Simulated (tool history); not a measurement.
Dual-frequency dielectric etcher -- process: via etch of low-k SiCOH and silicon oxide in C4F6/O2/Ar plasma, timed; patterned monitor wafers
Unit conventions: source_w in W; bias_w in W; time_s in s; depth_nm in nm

run 1 day=0.000 | source_w=260 bias_w=149 time_s=62.5 | depth_nm=141.37
run 2 day=0.229 | source_w=260 bias_w=149 time_s=57.5 | depth_nm=129.06
run 3 day=0.483 | source_w=260 bias_w=149 time_s=62.5 | depth_nm=140.60
run 4 day=0.629 | source_w=260 bias_w=149 time_s=62.5 | depth_nm=140.11
run 5 day=0.792 | source_w=270 bias_w=150 time_s=62.5 | depth_nm=142.54
run 6 day=0.883 | source_w=280 bias_w=151 time_s=62.5 | depth_nm=145.06
run 7 day=1.238 | source_w=290 bias_w=151 time_s=62.5 | depth_nm=145.55
run 8 day=1.450 | source_w=300 bias_w=152 time_s=62.5 | depth_nm=146.94
run 9 day=1.738 | source_w=310 bias_w=153 time_s=62.5 | depth_nm=149.90
run 10 day=1.925 | source_w=310 bias_w=153 time_s=62.5 | depth_nm=149.37

What will run 11 give?
run 11 day=2.246 | source_w=320 bias_w=154 time_s=62.5 | depth_nm=?

{"run 11": {"depth_nm": 150.7}}
